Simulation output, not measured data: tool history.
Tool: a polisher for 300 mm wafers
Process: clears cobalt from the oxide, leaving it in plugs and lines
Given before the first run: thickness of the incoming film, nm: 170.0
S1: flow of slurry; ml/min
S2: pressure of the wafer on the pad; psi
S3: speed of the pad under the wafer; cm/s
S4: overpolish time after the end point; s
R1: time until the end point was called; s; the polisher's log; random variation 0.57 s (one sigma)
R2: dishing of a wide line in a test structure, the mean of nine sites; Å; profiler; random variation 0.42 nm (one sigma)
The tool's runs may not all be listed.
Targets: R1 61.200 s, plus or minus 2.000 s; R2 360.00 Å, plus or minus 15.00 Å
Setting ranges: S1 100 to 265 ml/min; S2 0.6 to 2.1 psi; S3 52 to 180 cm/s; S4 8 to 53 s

run 1 hour=0.0 | S1=170 S2=1.3 S3=116 S4=27 | R1=51.092 R2=520.72
run 2 hour=1.9 | S1=170 S2=1.2 S3=116 S4=24 | R1=56.861 R2=463.94
run 3 hour=5.4 | S1=170 S2=1.5 S3=116 S4=24 | R1=44.034 R2=531.53
run 4 hour=7.9 | S1=170 S2=1.4 S3=116 S4=21 | R1=48.118 R2=466.12
run 5 hour=14.2 | S1=170 S2=1.7 S3=116 S4=21 | R1=39.325 R2=526.03
run 6 hour=17.9 | S1=170 S2=1.7 S3=116 S4=15 | R1=39.517 R2=428.59
run 7 hour=24.8 | S1=165 S2=1.5 S3=116 S4=16 | R1=45.079 R2=409.22
run 8 hour=31.4 | S1=165 S2=1.4 S3=116 S4=17 | R1=48.797 R2=412.66
run 9 hour=38.2 | S1=165 S2=1.3 S3=116 S4=17 | R1=52.467 R2=385.10
run 10 hour=43.4 | S1=160 S2=1.2 S3=116 S4=17 | R1=56.948 R2=370.12

Of the 5 settings listed for the next run, only one would bring every result within its allowed miss of target. Which one?
run A hour=48.6 | S1=140 S2=1.5 S3=100 S4=17 | R1=? R2=?
run B hour=48.6 | S1=160 S2=1.4 S3=106 S4=15 | R1=? R2=?
run C hour=48.6 | S1=170 S2=1.3 S3=98 S4=21 | R1=? R2=?
run D hour=48.6 | S1=170 S2=1.1 S3=108 S4=20 | R1=? R2=?
run E hour=48.6 | S1=175 S2=1.1 S3=116 S4=18 | R1=? R2=?

move=A R1=53.937 R2=391.57
move=B R1=53.438 R2=360.11
move=C R1=61.360 R2=415.21
move=D R1=65.724 R2=382.45
move=E R1=61.122 R2=373.32
A: its largest miss is bigger than the last run's
B: its largest miss is bigger than the last run's
C: puts the biggest miss on target and leaves a different result outside tolerance
D: moves the result that the last run missed by most past its target, out the other side
E: all results in spec
The move that meets every target is E.

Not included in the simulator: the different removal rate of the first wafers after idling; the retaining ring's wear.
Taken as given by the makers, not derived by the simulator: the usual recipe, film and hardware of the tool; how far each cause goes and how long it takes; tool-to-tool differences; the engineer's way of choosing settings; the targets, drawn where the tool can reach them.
